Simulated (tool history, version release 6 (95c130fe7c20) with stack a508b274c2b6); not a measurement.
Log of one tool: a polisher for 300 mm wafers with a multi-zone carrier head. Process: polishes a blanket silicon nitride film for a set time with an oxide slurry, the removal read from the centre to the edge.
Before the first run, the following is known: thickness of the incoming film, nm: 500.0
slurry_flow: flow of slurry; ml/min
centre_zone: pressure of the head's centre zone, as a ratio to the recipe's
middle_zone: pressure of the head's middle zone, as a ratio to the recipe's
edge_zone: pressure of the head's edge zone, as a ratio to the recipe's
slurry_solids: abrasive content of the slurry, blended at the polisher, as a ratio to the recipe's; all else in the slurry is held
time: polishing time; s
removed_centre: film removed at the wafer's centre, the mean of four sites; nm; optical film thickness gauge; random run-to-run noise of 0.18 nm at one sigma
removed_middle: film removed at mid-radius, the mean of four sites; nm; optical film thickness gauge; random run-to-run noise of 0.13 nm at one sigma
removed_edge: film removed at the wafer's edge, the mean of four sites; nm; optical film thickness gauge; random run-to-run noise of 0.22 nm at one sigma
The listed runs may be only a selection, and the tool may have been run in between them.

{"run": 1, "hour": 0.0, "slurry_flow": 285, "centre_zone": 1, "middle_zone": 1, "edge_zone": 1, "slurry_solids": 1, "time": 31, "removed_centre": 15.481, "removed_middle": 15.136, "removed_edge": 14.954}
{"run": 2, "hour": 5.8, "slurry_flow": 285, "centre_zone": 1, "middle_zone": 0.92, "edge_zone": 1, "slurry_solids": 1, "time": 31, "removed_centre": 15.497, "removed_middle": 14.339, "removed_edge": 14.983}
{"run": 3, "hour": 6.4, "slurry_flow": 215, "centre_zone": 1, "middle_zone": 0.92, "edge_zone": 1, "slurry_solids": 1, "time": 31, "removed_centre": 14.807, "removed_middle": 13.704, "removed_edge": 14.84}
{"run": 4, "hour": 10.0, "slurry_flow": 215, "centre_zone": 1, "middle_zone": 0.88, "edge_zone": 1, "slurry_solids": 1, "time": 31, "removed_centre": 14.859, "removed_middle": 13.213, "removed_edge": 14.24}
{"run": 5, "hour": 17.1, "slurry_flow": 255, "centre_zone": 1, "middle_zone": 0.96, "edge_zone": 1.01, "slurry_solids": 1.05, "time": 31, "removed_centre": 15.585, "removed_middle": 14.933, "removed_edge": 15.359}
{"run": 6, "hour": 19.2, "slurry_flow": 255, "centre_zone": 1, "middle_zone": 0.88, "edge_zone": 1.01, "slurry_solids": 1.05, "time": 31, "removed_centre": 15.473, "removed_middle": 13.762, "removed_edge": 15.338}
{"run": 7, "hour": 25.4, "slurry_flow": 285, "centre_zone": 1, "middle_zone": 0.96, "edge_zone": 1.04, "slurry_solids": 1.1, "time": 31, "removed_centre": 15.934, "removed_middle": 15.305, "removed_edge": 15.738}
{"run": 8, "hour": 31.2, "slurry_flow": 285, "centre_zone": 0.97, "middle_zone": 1.06, "edge_zone": 1.14, "slurry_solids": 1.35, "time": 31, "removed_centre": 17.01, "removed_middle": 17.825, "removed_edge": 17.7}
{"run": 9, "hour": 38.9, "slurry_flow": 300, "centre_zone": 0.97, "middle_zone": 1.09, "edge_zone": 1.15, "slurry_solids": 1.4, "time": 31, "removed_centre": 17.222, "removed_middle": 18.767, "removed_edge": 18.298}

What will run 10 give?
{"run": 10, "hour": 42.1, "slurry_flow": 315, "centre_zone": 0.98, "middle_zone": 1.11, "edge_zone": 1.15, "slurry_solids": 1.4, "time": 31, "removed_centre": "?", "removed_middle": "?", "removed_edge": "?"}

removed_centre: 17.728 nm
removed_middle: 18.962 nm
removed_edge: 18.353 nm
